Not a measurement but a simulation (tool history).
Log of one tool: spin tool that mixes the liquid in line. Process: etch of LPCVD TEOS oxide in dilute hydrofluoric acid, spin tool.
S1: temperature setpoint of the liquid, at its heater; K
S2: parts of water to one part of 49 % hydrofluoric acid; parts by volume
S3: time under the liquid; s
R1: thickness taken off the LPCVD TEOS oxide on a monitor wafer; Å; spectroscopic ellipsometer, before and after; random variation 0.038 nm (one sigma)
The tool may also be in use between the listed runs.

run 1 hour=0.0 | S1=299.15 S2=285 S3=65 | R1=108.89
run 2 hour=2.4 | S1=299.15 S2=285 S3=65 | R1=108.86
run 3 hour=9.2 | S1=299.15 S2=190 S3=65 | R1=181.82
run 4 hour=11.4 | S1=297.65 S2=190 S3=65 | R1=173.13
run 5 hour=12.9 | S1=296.15 S2=215 S3=65 | R1=140.33
run 6 hour=20.7 | S1=295.15 S2=230 S3=65 | R1=123.97

The next listed run, before its measurement:
run 7 hour=22.0 | S1=294.15 S2=240 S3=65 | R1=?

{"run 7": {"R1": 112.64}}

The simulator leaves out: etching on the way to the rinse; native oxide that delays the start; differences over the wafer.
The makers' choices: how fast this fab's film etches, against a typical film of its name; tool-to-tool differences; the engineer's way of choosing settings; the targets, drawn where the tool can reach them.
